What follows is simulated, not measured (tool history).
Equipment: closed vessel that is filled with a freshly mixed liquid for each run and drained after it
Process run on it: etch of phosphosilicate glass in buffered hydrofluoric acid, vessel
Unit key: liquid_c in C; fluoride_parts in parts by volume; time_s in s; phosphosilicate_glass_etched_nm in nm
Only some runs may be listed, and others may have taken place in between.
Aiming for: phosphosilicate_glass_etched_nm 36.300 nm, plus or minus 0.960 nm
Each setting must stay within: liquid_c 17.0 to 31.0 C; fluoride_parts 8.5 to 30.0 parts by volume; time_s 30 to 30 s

| run | hour | liquid_c | fluoride_parts | time_s | phosphosilicate_glass_etched_nm |
|---|---|---|---|---|---|
| 1 | 0.0 | 23.0 | 23.0 | 30 | 56.356 |
| 2 | 2.4 | 21.5 | 24.0 | 30 | 50.704 |
| 3 | 6.7 | 21.5 | 29.0 | 30 | 44.662 |
| 4 | 15.1 | 21.5 | 23.5 | 30 | 51.256 |
| 5 | 20.7 | 21.5 | 17.5 | 30 | 66.223 |
| 6 | 23.2 | 21.5 | 17.5 | 30 | 65.419 |
| 7 | 26.1 | 17.5 | 24.5 | 30 | 39.343 |
| 8 | 30.2 | 17.5 | 25.0 | 30 | 39.455 |
| 9 | 31.0 | 17.5 | 25.5 | 30 | 38.911 |
| 10 | 32.0 | 17.5 | 26.0 | 30 | 38.298 |

Which of these 4 next moves meets every target?
| A | 33.0 | 19.0 | 27.5 | 30 | ? |
| B | 33.0 | 17.0 | 26.5 | 30 | ? |
| C | 33.0 | 17.5 | 25.5 | 30 | ? |
| D | 33.0 | 17.0 | 23.0 | 30 | ? |

| move | phosphosilicate_glass_etched_nm |
|---|---|
| A | 40.118 |
| B | 36.723 |
| C | 38.811 |
| D | 40.509 |
A: further off than the last run
B: in spec on every target
C: further off than the last run
D: further off than the last run
The right move is B.
